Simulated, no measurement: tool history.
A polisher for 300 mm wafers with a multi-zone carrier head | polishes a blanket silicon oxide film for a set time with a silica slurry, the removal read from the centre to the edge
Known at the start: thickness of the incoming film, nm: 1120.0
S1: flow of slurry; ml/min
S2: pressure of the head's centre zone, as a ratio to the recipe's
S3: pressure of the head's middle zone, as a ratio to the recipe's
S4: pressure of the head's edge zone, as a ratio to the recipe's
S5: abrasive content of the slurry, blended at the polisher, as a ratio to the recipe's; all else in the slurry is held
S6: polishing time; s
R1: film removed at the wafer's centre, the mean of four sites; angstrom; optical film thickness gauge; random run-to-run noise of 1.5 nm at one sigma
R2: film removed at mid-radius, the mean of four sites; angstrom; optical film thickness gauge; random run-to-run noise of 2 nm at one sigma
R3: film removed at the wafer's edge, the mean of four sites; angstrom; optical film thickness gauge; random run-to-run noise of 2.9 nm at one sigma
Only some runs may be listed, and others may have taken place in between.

run  hour   S1    S2    S3    S4    S5  S6      R1      R2      R3
  1   0.0  175  1.00  1.00  1.00  1.00  85  3645.6  3584.4  3569.8
  2   6.9  170  0.97  0.98  0.98  0.90  80  3189.9  3220.2  3195.3
  3  12.2  170  0.97  0.98  0.98  0.80  80  3097.7  3075.9  3103.2
  4  15.4  170  0.97  0.98  1.04  0.80  80  3137.5  3108.8  3283.3
  5  20.2  165  0.95  0.96  1.01  0.75  76  2811.1  2820.4  2947.5
  6  24.0  165  0.89  0.96  1.01  0.75  76  2598.3  2762.9  2948.9
  7  24.5  160  0.88  0.94  0.98  0.70  73  2410.8  2550.8  2787.4
  8  26.0  160  0.88  0.94  0.96  0.65  69  2254.3  2358.5  2421.1
  9  32.9  155  0.87  0.92  0.94  0.60  68  2074.6  2202.6  2311.8
 10  41.8  150  0.87  0.91  0.92  0.60  68  2064.7  2192.1  2332.7
 11  47.0  155  0.87  0.90  0.91  0.60  66  2022.6  2084.3  2251.6
 12  50.2  155  0.87  0.90  0.90  0.60  65  2026.5  2087.2  2202.2
 13  53.8  155  0.87  0.90  0.89  0.60  64  1988.8  2067.4  2132.9
 14  61.4  155  0.87  0.90  0.89  0.60  64  1982.8  2036.4  2084.9

Estimate the outcome of run 15 from the log above:
 15  64.3  150  0.86  0.89  0.88  0.60  64   ?   ?   ?

For run 15 the tool returned R1 1934.8 angstrom, R2 2016.0 angstrom, R3 2134.9 angstrom.

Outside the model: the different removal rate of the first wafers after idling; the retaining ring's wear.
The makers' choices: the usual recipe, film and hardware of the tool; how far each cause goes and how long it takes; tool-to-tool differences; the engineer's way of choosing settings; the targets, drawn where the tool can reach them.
